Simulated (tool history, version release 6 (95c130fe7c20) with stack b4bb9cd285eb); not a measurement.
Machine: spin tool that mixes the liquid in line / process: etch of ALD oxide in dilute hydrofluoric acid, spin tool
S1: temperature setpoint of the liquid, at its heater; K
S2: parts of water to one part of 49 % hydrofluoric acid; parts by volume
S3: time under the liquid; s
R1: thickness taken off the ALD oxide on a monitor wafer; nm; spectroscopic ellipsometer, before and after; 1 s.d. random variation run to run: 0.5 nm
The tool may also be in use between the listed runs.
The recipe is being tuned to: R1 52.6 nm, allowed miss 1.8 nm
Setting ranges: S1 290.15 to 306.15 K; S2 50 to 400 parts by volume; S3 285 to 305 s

run	hour	S1	S2	S3	R1
1	0	298.15	225	285	22.082
2	2.3	299.65	200	285	26.958
3	5.4	299.65	200	305	28.154
4	9.1	300.65	180	305	33.358
5	16.3	301.65	165	305	38.827
6	24.4	301.65	165	305	38.696
7	28.8	302.65	160	305	41.216
8	31.3	306.15	130	305	60.609

Below are 5 possible settings for the next run. Only one of them brings all results inside the allowed miss of their targets. Which is it?
A	33.8	306.15	115	305	?
B	33.8	305.15	115	305	?
C	33.8	304.15	120	285	?
D	33.8	306.15	145	305	?
E	33.8	304.65	140	285	?

move	R1
A	69.557
B	67.089
C	57.52
D	52.829
E	48.827
A: misses by more than the last run did
B: misses by more than the last run did
C: gains on the last run, yet a result remains outside its allowed miss
D: meets every target
E: the result that was furthest off in the last run now lies on the other side of its target
D is the move that brings every result within its allowed miss.
